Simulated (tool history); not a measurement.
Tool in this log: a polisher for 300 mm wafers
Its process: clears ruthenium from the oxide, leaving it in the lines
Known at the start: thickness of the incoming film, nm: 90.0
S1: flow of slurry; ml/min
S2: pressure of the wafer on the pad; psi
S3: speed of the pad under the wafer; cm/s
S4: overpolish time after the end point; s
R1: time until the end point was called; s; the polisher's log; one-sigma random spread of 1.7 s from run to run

run,hour,S1,S2,S3,S4,R1
1,0,155,2.7,100,5,52.183
2,5.2,155,2.7,100,5,51.974
3,7.4,155,2.3,98,5,64.351
4,11.4,155,2.1,96,5,71.547
5,12.4,155,2.1,96,5,71.712
6,16.1,195,2.1,96,5,64.872
7,21.7,195,2.1,96,5,67.222
8,29.6,195,1.9,96,5,75.15

What will run 9 give?
9,38.1,195,1.8,96,5,?

R1: 76.376 s

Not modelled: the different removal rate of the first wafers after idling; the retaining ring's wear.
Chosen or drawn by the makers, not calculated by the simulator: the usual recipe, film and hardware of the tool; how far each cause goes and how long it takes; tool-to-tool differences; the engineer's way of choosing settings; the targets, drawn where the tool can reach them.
